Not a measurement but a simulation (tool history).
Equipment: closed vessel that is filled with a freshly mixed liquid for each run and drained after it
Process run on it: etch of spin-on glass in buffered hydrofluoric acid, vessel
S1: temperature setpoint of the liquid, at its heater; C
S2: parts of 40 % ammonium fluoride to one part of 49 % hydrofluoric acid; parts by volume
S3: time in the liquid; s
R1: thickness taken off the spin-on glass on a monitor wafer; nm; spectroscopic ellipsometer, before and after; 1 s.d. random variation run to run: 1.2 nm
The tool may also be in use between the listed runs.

run,hour,S1,S2,S3,R1
1,0.0,21.0,15.0,100,152.05
2,3.0,22.5,15.0,100,167.19
3,7.9,25.0,15.0,100,189.98
4,16.6,25.0,17.0,100,168.95
5,24.8,25.5,17.0,100,174.56
6,30.8,26.0,17.0,100,177.92

Estimate the outcome of run 7 from the log above:
7,35.4,26.5,17.0,100,?

Run 7 measured R1 183.56 nm.
